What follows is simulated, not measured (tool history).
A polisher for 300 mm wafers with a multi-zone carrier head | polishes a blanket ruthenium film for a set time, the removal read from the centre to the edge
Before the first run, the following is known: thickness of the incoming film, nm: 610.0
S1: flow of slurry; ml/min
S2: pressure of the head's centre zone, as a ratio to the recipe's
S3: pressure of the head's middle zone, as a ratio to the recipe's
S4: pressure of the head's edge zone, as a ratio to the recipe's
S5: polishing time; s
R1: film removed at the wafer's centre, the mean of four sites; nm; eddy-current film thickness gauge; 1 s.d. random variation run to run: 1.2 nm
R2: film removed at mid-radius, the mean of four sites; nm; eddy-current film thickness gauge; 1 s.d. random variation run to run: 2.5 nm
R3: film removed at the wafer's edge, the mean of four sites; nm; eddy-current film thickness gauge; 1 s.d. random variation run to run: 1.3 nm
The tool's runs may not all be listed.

run	day	S1	S2	S3	S4	S5	R1	R2	R3
1	0.000	260	1.00	1.00	1.00	79	144.88	145.02	143.35
2	0.238	260	1.00	1.00	0.97	79	144.67	147.51	143.09
3	0.350	270	1.00	1.03	1.00	85	157.16	159.94	156.91
4	0.429	305	1.00	1.03	1.00	85	158.75	161.84	157.19
5	0.671	305	1.00	1.07	1.02	89	169.13	174.12	167.01
6	0.812	305	1.00	1.07	1.02	77	145.18	150.89	145.27
7	1.117	305	1.00	1.10	1.03	83	157.18	166.66	154.63
8	1.375	310	1.00	1.12	1.06	87	164.96	181.07	166.20
9	1.567	320	1.01	1.13	1.10	88	167.99	185.13	172.84

The next listed run, before its measurement:
10	1.750	330	1.03	1.14	1.12	89	?	?	?

For run 10 the tool returned R1 172.42 nm, R2 189.37 nm, R3 175.86 nm.

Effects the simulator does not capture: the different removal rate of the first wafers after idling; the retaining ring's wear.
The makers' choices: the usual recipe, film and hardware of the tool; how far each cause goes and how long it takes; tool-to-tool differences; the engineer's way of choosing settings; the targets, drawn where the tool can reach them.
